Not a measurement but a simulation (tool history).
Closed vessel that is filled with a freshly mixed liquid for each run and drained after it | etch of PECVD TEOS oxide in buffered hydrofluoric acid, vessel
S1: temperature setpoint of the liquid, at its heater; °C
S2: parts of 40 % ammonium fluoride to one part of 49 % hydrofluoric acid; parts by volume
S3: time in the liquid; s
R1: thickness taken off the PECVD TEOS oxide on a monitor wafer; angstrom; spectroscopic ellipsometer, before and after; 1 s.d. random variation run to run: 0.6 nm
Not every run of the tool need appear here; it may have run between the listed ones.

| run | day | S1 | S2 | S3 | R1 |
|---|---|---|---|---|---|
| 1 | 0 | 24 | 23 | 85 | 721.77 |
| 2 | 0.246 | 24 | 26 | 85 | 656.14 |
| 3 | 0.446 | 26 | 26 | 85 | 732.82 |
| 4 | 0.742 | 26 | 23 | 85 | 797.72 |
| 5 | 0.817 | 27 | 23 | 85 | 843.32 |
| 6 | 1.004 | 27.5 | 23 | 85 | 859.6 |

Run 7, settings as shown, results not yet in. Your forecast:
| 7 | 1.038 | 28 | 23 | 85 | ? |

{"run 7": {"R1": 880.56}}

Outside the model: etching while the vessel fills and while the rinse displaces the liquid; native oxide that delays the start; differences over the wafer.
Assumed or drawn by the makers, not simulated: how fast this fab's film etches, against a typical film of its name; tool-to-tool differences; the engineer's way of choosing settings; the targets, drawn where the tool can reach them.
